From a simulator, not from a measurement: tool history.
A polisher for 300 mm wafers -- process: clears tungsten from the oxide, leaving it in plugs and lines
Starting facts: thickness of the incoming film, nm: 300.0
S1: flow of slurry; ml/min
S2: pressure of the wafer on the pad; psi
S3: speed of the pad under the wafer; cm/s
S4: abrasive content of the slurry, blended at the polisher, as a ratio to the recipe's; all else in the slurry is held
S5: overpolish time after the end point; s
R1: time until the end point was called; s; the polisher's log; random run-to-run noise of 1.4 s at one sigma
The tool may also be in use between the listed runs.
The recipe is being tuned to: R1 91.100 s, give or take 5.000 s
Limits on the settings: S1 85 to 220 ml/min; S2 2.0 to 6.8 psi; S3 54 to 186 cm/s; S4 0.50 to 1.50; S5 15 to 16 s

{"run": 1, "hour": 0.0, "S1": 140, "S2": 4.4, "S3": 118, "S4": 1.0, "S5": 15, "R1": 46.455}
{"run": 2, "hour": 1.6, "S1": 140, "S2": 4.4, "S3": 98, "S4": 1.0, "S5": 15, "R1": 50.74}
{"run": 3, "hour": 10.5, "S1": 140, "S2": 4.4, "S3": 124, "S4": 1.0, "S5": 15, "R1": 44.397}
{"run": 4, "hour": 14.6, "S1": 140, "S2": 4.4, "S3": 152, "S4": 1.0, "S5": 15, "R1": 37.883}
{"run": 5, "hour": 21.0, "S1": 140, "S2": 4.4, "S3": 152, "S4": 1.1, "S5": 15, "R1": 37.878}
{"run": 6, "hour": 23.9, "S1": 135, "S2": 3.9, "S3": 140, "S4": 1.1, "S5": 15, "R1": 44.433}
{"run": 7, "hour": 29.7, "S1": 130, "S2": 3.5, "S3": 128, "S4": 1.1, "S5": 15, "R1": 51.143}
{"run": 8, "hour": 35.4, "S1": 130, "S2": 3.5, "S3": 128, "S4": 1.1, "S5": 15, "R1": 52.799}
{"run": 9, "hour": 43.3, "S1": 130, "S2": 3.2, "S3": 120, "S4": 1.1, "S5": 15, "R1": 60.556}
{"run": 10, "hour": 51.7, "S1": 130, "S2": 2.9, "S3": 116, "S4": 1.1, "S5": 15, "R1": 64.962}
{"run": 11, "hour": 53.7, "S1": 130, "S2": 2.7, "S3": 112, "S4": 1.1, "S5": 15, "R1": 73.595}
{"run": 12, "hour": 54.9, "S1": 130, "S2": 2.6, "S3": 112, "S4": 1.1, "S5": 15, "R1": 72.924}
{"run": 13, "hour": 62.8, "S1": 130, "S2": 2.5, "S3": 110, "S4": 1.1, "S5": 15, "R1": 78.128}
{"run": 14, "hour": 67.6, "S1": 130, "S2": 2.4, "S3": 110, "S4": 1.1, "S5": 15, "R1": 81.117}
{"run": 15, "hour": 70.0, "S1": 130, "S2": 2.3, "S3": 110, "S4": 1.1, "S5": 15, "R1": 84.6}

Pick the move, out of 5, that brings all results within their allowed miss; only one does.
{"run": "A", "hour": 72.4, "S1": 135, "S2": 2.0, "S3": 98, "S4": 1.0, "S5": 15, "R1": "?"}
{"run": "B", "hour": 72.4, "S1": 115, "S2": 2.3, "S3": 102, "S4": 1.05, "S5": 16, "R1": "?"}
{"run": "C", "hour": 72.4, "S1": 135, "S2": 2.3, "S3": 110, "S4": 1.15, "S5": 16, "R1": "?"}
{"run": "D", "hour": 72.4, "S1": 120, "S2": 2.5, "S3": 118, "S4": 1.0, "S5": 16, "R1": "?"}
{"run": "E", "hour": 72.4, "S1": 120, "S2": 2.0, "S3": 106, "S4": 0.85, "S5": 15, "R1": "?"}

move=A R1=104.520
move=B R1=91.952
move=C R1=82.137
move=D R1=78.308
move=E R1=107.680
A: moves the result that the last run missed by most past its target, out the other side
B: every result within its allowed miss
C: the biggest miss grows against the last run
D: the biggest miss grows against the last run
E: moves the result that the last run missed by most past its target, out the other side
The right move is B.

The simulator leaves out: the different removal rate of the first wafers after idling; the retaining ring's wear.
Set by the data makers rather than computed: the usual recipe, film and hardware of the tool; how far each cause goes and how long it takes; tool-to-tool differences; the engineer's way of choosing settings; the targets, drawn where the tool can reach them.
